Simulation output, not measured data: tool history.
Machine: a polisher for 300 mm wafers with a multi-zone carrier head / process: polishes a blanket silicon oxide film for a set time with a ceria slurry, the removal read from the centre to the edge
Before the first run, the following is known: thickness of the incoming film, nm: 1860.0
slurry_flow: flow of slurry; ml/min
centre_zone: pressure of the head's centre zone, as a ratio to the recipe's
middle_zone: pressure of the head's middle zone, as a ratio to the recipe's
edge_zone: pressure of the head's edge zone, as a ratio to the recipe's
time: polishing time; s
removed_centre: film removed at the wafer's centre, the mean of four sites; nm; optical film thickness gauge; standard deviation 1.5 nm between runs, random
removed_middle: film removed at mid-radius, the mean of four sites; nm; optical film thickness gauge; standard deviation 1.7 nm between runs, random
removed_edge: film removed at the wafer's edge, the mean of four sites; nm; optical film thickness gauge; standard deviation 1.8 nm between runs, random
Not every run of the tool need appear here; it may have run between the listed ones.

{"run": 1, "hour": 0.0, "slurry_flow": 270, "centre_zone": 1.0, "middle_zone": 1.0, "edge_zone": 1.0, "time": 57, "removed_centre": 218.2, "removed_middle": 223.32, "removed_edge": 223.3}
{"run": 2, "hour": 2.0, "slurry_flow": 270, "centre_zone": 1.0, "middle_zone": 1.0, "edge_zone": 1.0, "time": 69, "removed_centre": 263.63, "removed_middle": 266.81, "removed_edge": 267.55}
{"run": 3, "hour": 7.5, "slurry_flow": 265, "centre_zone": 0.98, "middle_zone": 0.98, "edge_zone": 0.98, "time": 67, "removed_centre": 255.71, "removed_middle": 252.11, "removed_edge": 258.87}
{"run": 4, "hour": 12.0, "slurry_flow": 260, "centre_zone": 0.96, "middle_zone": 0.98, "edge_zone": 0.98, "time": 65, "removed_centre": 242.54, "removed_middle": 249.09, "removed_edge": 250.44}
{"run": 5, "hour": 15.2, "slurry_flow": 260, "centre_zone": 0.96, "middle_zone": 0.9, "edge_zone": 0.98, "time": 65, "removed_centre": 237.14, "removed_middle": 234.91, "removed_edge": 249.33}
{"run": 6, "hour": 17.0, "slurry_flow": 260, "centre_zone": 0.96, "middle_zone": 0.86, "edge_zone": 0.98, "time": 65, "removed_centre": 241.81, "removed_middle": 217.62, "removed_edge": 249.96}
{"run": 7, "hour": 24.6, "slurry_flow": 255, "centre_zone": 0.94, "middle_zone": 0.86, "edge_zone": 0.97, "time": 64, "removed_centre": 234.9, "removed_middle": 221.11, "removed_edge": 244.86}

Run 8 comes next. What will it give?
{"run": 8, "hour": 31.9, "slurry_flow": 255, "centre_zone": 0.94, "middle_zone": 0.86, "edge_zone": 0.97, "time": 64, "removed_centre": "?", "removed_middle": "?", "removed_edge": "?"}

removed_centre: 235.10 nm
removed_middle: 218.77 nm
removed_edge: 248.05 nm

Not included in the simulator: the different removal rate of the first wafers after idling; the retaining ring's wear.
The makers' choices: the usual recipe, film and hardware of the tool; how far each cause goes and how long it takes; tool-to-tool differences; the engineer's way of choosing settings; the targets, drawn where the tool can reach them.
